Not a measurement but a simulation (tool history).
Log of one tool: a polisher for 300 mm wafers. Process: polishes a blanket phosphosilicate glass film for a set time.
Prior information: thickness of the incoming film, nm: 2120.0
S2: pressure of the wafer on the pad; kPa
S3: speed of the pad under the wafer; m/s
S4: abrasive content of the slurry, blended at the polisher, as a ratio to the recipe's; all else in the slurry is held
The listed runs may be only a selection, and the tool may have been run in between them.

Run 1, hour 0: flow of slurry (ml/min) 260, S2 24.8 kPa, S3 0.78 m/s, S4 1, polishing time (s) 74. Result: film removed (Å) 5239.3.
Run 2, hour 8: flow of slurry (ml/min) 260, S2 23.4 kPa, S3 0.78 m/s, S4 1, polishing time (s) 74. Result: film removed (Å) 4964.3.
Run 3, hour 11.2: flow of slurry (ml/min) 260, S2 17.2 kPa, S3 0.78 m/s, S4 1, polishing time (s) 74. Result: film removed (Å) 3660.9.
Run 4, hour 13.9: flow of slurry (ml/min) 260, S2 17.2 kPa, S3 0.66 m/s, S4 1, polishing time (s) 74. Result: film removed (Å) 3325.3.
Run 5, hour 15.9: flow of slurry (ml/min) 260, S2 19.3 kPa, S3 0.66 m/s, S4 1, polishing time (s) 74. Result: film removed (Å) 3701.1.
Run 6, hour 24.8: flow of slurry (ml/min) 260, S2 20.7 kPa, S3 0.66 m/s, S4 1, polishing time (s) 74. Result: film removed (Å) 3892.4.
Run 7, hour 31.3: flow of slurry (ml/min) 260, S2 21.4 kPa, S3 0.66 m/s, S4 1, polishing time (s) 74. Result: film removed (Å) 4071.5.

Expected results for the next run?
Run 8, hour 33.6: flow of slurry (ml/min) 260, S2 22.1 kPa, S3 0.66 m/s, S4 1, polishing time (s) 74. Result: film removed (Å) ?.

Run 8 came out at film removed (Å) 4230.7.
